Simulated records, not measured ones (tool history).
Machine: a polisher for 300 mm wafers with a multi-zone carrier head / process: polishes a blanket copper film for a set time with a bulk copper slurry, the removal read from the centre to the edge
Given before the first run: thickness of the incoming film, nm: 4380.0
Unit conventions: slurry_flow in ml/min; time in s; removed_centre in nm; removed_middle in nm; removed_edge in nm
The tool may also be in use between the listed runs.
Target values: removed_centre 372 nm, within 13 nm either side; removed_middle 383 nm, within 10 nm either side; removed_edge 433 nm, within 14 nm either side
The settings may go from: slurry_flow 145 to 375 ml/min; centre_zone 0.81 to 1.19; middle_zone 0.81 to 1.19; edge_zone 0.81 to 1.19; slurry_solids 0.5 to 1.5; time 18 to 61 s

Run 1, hour 0: slurry_flow 240 ml/min, centre_zone 1, middle_zone 1, edge_zone 1, slurry_solids 1, time 39 s. Result: removed_centre 311.65 nm, removed_middle 359.83 nm, removed_edge 366.24 nm.
Run 2, hour 4.4: slurry_flow 255 ml/min, centre_zone 1.02, middle_zone 0.99, edge_zone 1.05, slurry_solids 1.05, time 39 s. Result: removed_centre 322.28 nm, removed_middle 353.72 nm, removed_edge 387.08 nm.
Run 3, hour 9.3: slurry_flow 255 ml/min, centre_zone 1.02, middle_zone 0.99, edge_zone 1.08, slurry_solids 1.05, time 39 s. Result: removed_centre 319.32 nm, removed_middle 357.2 nm, removed_edge 389.31 nm.
Run 4, hour 17.5: slurry_flow 255 ml/min, centre_zone 1.02, middle_zone 0.92, edge_zone 1.08, slurry_solids 1.05, time 39 s. Result: removed_centre 318.19 nm, removed_middle 338.67 nm, removed_edge 386.9 nm.
Run 5, hour 18.8: slurry_flow 255 ml/min, centre_zone 1.02, middle_zone 0.86, edge_zone 1.08, slurry_solids 1.05, time 39 s. Result: removed_centre 319.86 nm, removed_middle 320.93 nm, removed_edge 385.91 nm.
Run 6, hour 25: slurry_flow 255 ml/min, centre_zone 1.02, middle_zone 0.86, edge_zone 1.01, slurry_solids 1.05, time 39 s. Result: removed_centre 318.64 nm, removed_middle 319.76 nm, removed_edge 375.74 nm.
Run 7, hour 29.9: slurry_flow 270 ml/min, centre_zone 1.04, middle_zone 0.9, edge_zone 1.04, slurry_solids 1.1, time 39 s. Result: removed_centre 325.85 nm, removed_middle 337.84 nm, removed_edge 378.06 nm.
Run 8, hour 37.4: slurry_flow 260 ml/min, centre_zone 1.05, middle_zone 0.91, edge_zone 1.06, slurry_solids 1.2, time 40 s. Result: removed_centre 345.66 nm, removed_middle 351.46 nm, removed_edge 404.13 nm.
Run 9, hour 43.6: slurry_flow 265 ml/min, centre_zone 1.06, middle_zone 0.93, edge_zone 1.08, slurry_solids 1.25, time 40 s. Result: removed_centre 355.22 nm, removed_middle 364.27 nm, removed_edge 407.89 nm.
Run 10, hour 49.5: slurry_flow 270 ml/min, centre_zone 1.06, middle_zone 0.94, edge_zone 1.1, slurry_solids 1.25, time 40 s. Result: removed_centre 347.58 nm, removed_middle 366.87 nm, removed_edge 411.5 nm.
At hour 55.1: centre zone pressure recalibrated.
Run 11, hour 55.1: slurry_flow 310 ml/min, centre_zone 1.11, middle_zone 0.95, edge_zone 1.14, slurry_solids 1.35, time 40 s. Result: removed_centre 424.68 nm, removed_middle 377.53 nm, removed_edge 430.02 nm.
Run 12, hour 60.5: slurry_flow 295 ml/min, centre_zone 1.1, middle_zone 0.96, edge_zone 1.14, slurry_solids 1.35, time 40 s. Result: removed_centre 420.35 nm, removed_middle 381.02 nm, removed_edge 426.03 nm.
Run 13, hour 65.1: slurry_flow 280 ml/min, centre_zone 1.09, middle_zone 0.96, edge_zone 1.14, slurry_solids 1.35, time 40 s. Result: removed_centre 410.14 nm, removed_middle 380.25 nm, removed_edge 432.59 nm.

4 candidate next runs follow, results not yet known. Just one meets every target within its allowed miss. Identify it.
Run A, hour 69.7: slurry_flow 245 ml/min, centre_zone 1.16, middle_zone 0.99, edge_zone 1.14, slurry_solids 1.25, time 41 s. Result: removed_centre ?, removed_middle ?, removed_edge ?.
Run B, hour 69.7: slurry_flow 375 ml/min, centre_zone 1.14, middle_zone 1.01, edge_zone 1.13, slurry_solids 1.5, time 37 s. Result: removed_centre ?, removed_middle ?, removed_edge ?.
Run C, hour 69.7: slurry_flow 260 ml/min, centre_zone 1.08, middle_zone 0.95, edge_zone 1.16, slurry_solids 1.35, time 41 s. Result: removed_centre ?, removed_middle ?, removed_edge ?.
Run D, hour 69.7: slurry_flow 210 ml/min, centre_zone 1, middle_zone 0.97, edge_zone 1.14, slurry_solids 1.4, time 41 s. Result: removed_centre ?, removed_middle ?, removed_edge ?.

move  removed_centre  removed_middle  removed_edge
   A          440.44          382.62        421.32
   B          422.67          378.24        403.34
   C           418.4          377.23        433.18
   D          377.04          375.19        422.36
A: lands further from the targets than the last run did
B: lands further from the targets than the last run did
C: lands further from the targets than the last run did
D: in spec on every target
The move that meets every target is D.
